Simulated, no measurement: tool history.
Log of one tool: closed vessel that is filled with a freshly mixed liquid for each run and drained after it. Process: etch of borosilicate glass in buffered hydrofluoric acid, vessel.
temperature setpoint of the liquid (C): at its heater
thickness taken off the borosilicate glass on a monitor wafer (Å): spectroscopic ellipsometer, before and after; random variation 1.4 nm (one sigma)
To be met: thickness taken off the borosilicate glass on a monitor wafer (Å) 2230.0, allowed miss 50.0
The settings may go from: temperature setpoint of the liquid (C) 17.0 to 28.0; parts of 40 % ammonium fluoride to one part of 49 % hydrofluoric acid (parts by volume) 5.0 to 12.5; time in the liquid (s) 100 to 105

run	hour	temperature setpoint of the liquid (C)	parts of 40 % ammonium fluoride to one part of 49 % hydrofluoric acid (parts by volume)	time in the liquid (s)	thickness taken off the borosilicate glass on a monitor wafer (Å)
1	0.0	20.0	7.5	100	1414.6
2	8.1	20.0	6.5	100	1619.4
3	9.2	20.0	7.5	100	1415.8
4	13.4	21.0	7.5	100	1506.9
5	14.5	19.0	7.5	100	1334.3
6	20.8	19.0	7.5	105	1408.8
7	23.7	19.5	7.5	105	1436.8
8	25.6	20.0	7.5	105	1482.0
9	33.2	21.0	7.5	105	1570.0
10	34.2	21.5	7.5	105	1602.8
11	35.6	22.0	7.5	105	1645.9

4 next moves are on the table. One of them brings every result within its allowed miss. Which?
A	37.0	24.5	5.5	105	?
B	37.0	23.0	5.5	105	?
C	37.0	23.5	5.5	105	?
D	37.0	23.5	6.0	105	?

move	thickness taken off the borosilicate glass on a monitor wafer (Å)
A	2514.2
B	2322.0
C	2384.5
D	2207.3
A: takes the result that was furthest off past its target
B: takes the result that was furthest off past its target
C: takes the result that was furthest off past its target
D: meets every target
Answer: D
